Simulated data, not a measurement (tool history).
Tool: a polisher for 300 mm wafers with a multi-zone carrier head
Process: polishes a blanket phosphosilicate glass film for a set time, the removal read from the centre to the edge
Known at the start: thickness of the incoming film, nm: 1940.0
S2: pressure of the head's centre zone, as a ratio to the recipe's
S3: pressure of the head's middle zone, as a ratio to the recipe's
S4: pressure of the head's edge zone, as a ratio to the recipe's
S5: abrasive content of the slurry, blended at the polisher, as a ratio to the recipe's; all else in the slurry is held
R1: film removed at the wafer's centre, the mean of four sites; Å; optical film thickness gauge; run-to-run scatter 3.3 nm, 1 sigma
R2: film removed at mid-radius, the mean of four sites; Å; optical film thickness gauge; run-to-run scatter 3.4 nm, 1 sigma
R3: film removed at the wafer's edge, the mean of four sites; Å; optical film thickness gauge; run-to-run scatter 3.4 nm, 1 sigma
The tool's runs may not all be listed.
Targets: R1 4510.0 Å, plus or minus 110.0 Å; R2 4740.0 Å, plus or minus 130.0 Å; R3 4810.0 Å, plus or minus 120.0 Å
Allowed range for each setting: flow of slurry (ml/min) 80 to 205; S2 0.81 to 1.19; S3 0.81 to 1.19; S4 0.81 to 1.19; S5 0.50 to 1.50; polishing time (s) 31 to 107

Run 1, hour 0.0: flow of slurry (ml/min) 135, S2 1.00, S3 1.00, S4 1.00, S5 1.00, polishing time (s) 69. Result: R1 4404.1 Å, R2 4553.2 Å, R3 4617.3 Å.
Run 2, hour 7.0: flow of slurry (ml/min) 135, S2 1.07, S3 1.00, S4 1.00, S5 1.00, polishing time (s) 69. Result: R1 4752.0 Å, R2 4578.2 Å, R3 4607.3 Å.
Run 3, hour 15.6: flow of slurry (ml/min) 135, S2 1.07, S3 1.00, S4 1.00, S5 1.00, polishing time (s) 56. Result: R1 3811.2 Å, R2 3767.5 Å, R3 3748.1 Å.
Run 4, hour 22.1: flow of slurry (ml/min) 140, S2 1.07, S3 1.01, S4 1.02, S5 1.00, polishing time (s) 56. Result: R1 3891.0 Å, R2 3810.1 Å, R3 3838.2 Å.
At hour 26.5: slurry nozzle cleaned.
Run 5, hour 26.5: flow of slurry (ml/min) 145, S2 1.07, S3 1.02, S4 1.04, S5 1.00, polishing time (s) 56. Result: R1 4480.3 Å, R2 4351.7 Å, R3 4158.7 Å.
Run 6, hour 29.4: flow of slurry (ml/min) 145, S2 1.06, S3 1.02, S4 1.05, S5 1.00, polishing time (s) 56. Result: R1 4435.0 Å, R2 4366.4 Å, R3 4242.3 Å.
Run 7, hour 37.6: flow of slurry (ml/min) 145, S2 1.05, S3 1.02, S4 1.06, S5 1.00, polishing time (s) 56. Result: R1 4373.9 Å, R2 4313.8 Å, R3 4152.6 Å.
Run 8, hour 45.2: flow of slurry (ml/min) 145, S2 1.03, S3 1.01, S4 1.07, S5 1.00, polishing time (s) 56. Result: R1 4326.0 Å, R2 4320.9 Å, R3 4239.7 Å.
Run 9, hour 47.0: flow of slurry (ml/min) 145, S2 1.02, S3 1.01, S4 1.08, S5 1.00, polishing time (s) 56. Result: R1 4277.1 Å, R2 4301.9 Å, R3 4286.9 Å.
Run 10, hour 51.4: flow of slurry (ml/min) 145, S2 1.01, S3 1.01, S4 1.09, S5 1.00, polishing time (s) 56. Result: R1 4188.0 Å, R2 4346.4 Å, R3 4210.1 Å.
Run 11, hour 57.5: flow of slurry (ml/min) 145, S2 1.00, S3 1.00, S4 1.10, S5 1.00, polishing time (s) 56. Result: R1 4241.5 Å, R2 4237.2 Å, R3 4283.3 Å.
Run 12, hour 64.0: flow of slurry (ml/min) 145, S2 0.99, S3 1.00, S4 1.11, S5 1.00, polishing time (s) 56. Result: R1 4149.0 Å, R2 4256.3 Å, R3 4332.7 Å.

Consider the 5 candidate settings below. Which is the only one whose results all fall within their allowed miss of target?
Run A, hour 70.5: flow of slurry (ml/min) 140, S2 0.93, S3 1.01, S4 1.15, S5 1.10, polishing time (s) 64. Result: R1 ?, R2 ?, R3 ?.
Run B, hour 70.5: flow of slurry (ml/min) 145, S2 0.97, S3 0.94, S4 1.14, S5 1.00, polishing time (s) 66. Result: R1 ?, R2 ?, R3 ?.
Run C, hour 70.5: flow of slurry (ml/min) 135, S2 0.99, S3 1.02, S4 1.16, S5 1.00, polishing time (s) 62. Result: R1 ?, R2 ?, R3 ?.
Run D, hour 70.5: flow of slurry (ml/min) 145, S2 0.98, S3 1.03, S4 1.11, S5 1.10, polishing time (s) 65. Result: R1 ?, R2 ?, R3 ?.
Run E, hour 70.5: flow of slurry (ml/min) 150, S2 0.93, S3 1.04, S4 1.14, S5 0.95, polishing time (s) 66. Result: R1 ?, R2 ?, R3 ?.

move      R1      R2      R3
   A  4583.5  5052.4  5146.2
   B  4844.2  4814.4  5180.3
   C  4564.8  4767.5  4849.8
   D  4950.8  5256.2  5159.4
   E  4618.7  5207.8  5127.7
A: the result that was furthest off in the last run now lies on the other side of its target
B: the result that was furthest off in the last run now lies on the other side of its target
C: each result inside its tolerance
D: the result that was furthest off in the last run now lies on the other side of its target
E: the result that was furthest off in the last run now lies on the other side of its target
The move that meets every target is C.

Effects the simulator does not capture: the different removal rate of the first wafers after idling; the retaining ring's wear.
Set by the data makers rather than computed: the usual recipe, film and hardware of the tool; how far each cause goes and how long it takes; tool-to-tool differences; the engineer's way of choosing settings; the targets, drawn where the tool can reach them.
